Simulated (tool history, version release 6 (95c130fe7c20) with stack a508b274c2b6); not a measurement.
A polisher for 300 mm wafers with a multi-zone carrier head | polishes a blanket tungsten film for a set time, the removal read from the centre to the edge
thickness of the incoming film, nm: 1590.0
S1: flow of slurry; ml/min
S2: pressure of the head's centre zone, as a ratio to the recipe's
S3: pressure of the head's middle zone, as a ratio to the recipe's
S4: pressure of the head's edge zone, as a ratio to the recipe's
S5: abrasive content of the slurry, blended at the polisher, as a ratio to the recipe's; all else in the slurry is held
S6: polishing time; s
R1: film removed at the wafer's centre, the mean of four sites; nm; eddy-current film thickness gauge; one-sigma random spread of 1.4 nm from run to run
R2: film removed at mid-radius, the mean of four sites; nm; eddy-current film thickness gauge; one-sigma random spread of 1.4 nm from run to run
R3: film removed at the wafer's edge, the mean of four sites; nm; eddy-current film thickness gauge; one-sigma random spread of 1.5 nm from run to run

{"run": 1, "day": 0.0, "S1": 190, "S2": 1, "S3": 1, "S4": 1, "S5": 1, "S6": 87, "R1": 284.56, "R2": 290.93, "R3": 278.21}
{"run": 2, "day": 0.279, "S1": 185, "S2": 0.98, "S3": 1, "S4": 0.97, "S5": 0.9, "S6": 82, "R1": 255.2, "R2": 263.12, "R3": 255.7}
{"run": 3, "day": 0.629, "S1": 185, "S2": 0.98, "S3": 1, "S4": 0.97, "S5": 1, "S6": 82, "R1": 260.36, "R2": 267.23, "R3": 257.34}
{"run": 4, "day": 0.808, "S1": 220, "S2": 0.98, "S3": 1, "S4": 0.97, "S5": 1, "S6": 82, "R1": 272.86, "R2": 276.29, "R3": 266.36}
{"run": 5, "day": 1.167, "S1": 220, "S2": 0.95, "S3": 1, "S4": 0.97, "S5": 1, "S6": 82, "R1": 263.69, "R2": 274.64, "R3": 265.26}
{"run": 6, "day": 1.429, "S1": 220, "S2": 0.87, "S3": 1, "S4": 0.97, "S5": 1, "S6": 82, "R1": 238.87, "R2": 273.11, "R3": 260.09}
{"day": 1.575, "done": "worn pad replaced by a new one"}
{"run": 7, "day": 1.575, "S1": 210, "S2": 0.87, "S3": 1.01, "S4": 0.94, "S5": 0.9, "S6": 78, "R1": 237.12, "R2": 271.18, "R3": 256.57}
{"run": 8, "day": 1.725, "S1": 205, "S2": 0.89, "S3": 1.04, "S4": 0.97, "S5": 0.9, "S6": 71, "R1": 220.72, "R2": 257.72, "R3": 234.52}
{"run": 9, "day": 2.058, "S1": 200, "S2": 0.89, "S3": 1.04, "S4": 0.96, "S5": 0.9, "S6": 66, "R1": 205.85, "R2": 233.19, "R3": 214.03}

Run 10 is up next; what results do you expect?
{"run": 10, "day": 2.433, "S1": 190, "S2": 0.88, "S3": 1.04, "S4": 0.95, "S5": 0.9, "S6": 63, "R1": "?", "R2": "?", "R3": "?"}

R1: 191.6 nm
R2: 221.22 nm
R3: 206.75 nm

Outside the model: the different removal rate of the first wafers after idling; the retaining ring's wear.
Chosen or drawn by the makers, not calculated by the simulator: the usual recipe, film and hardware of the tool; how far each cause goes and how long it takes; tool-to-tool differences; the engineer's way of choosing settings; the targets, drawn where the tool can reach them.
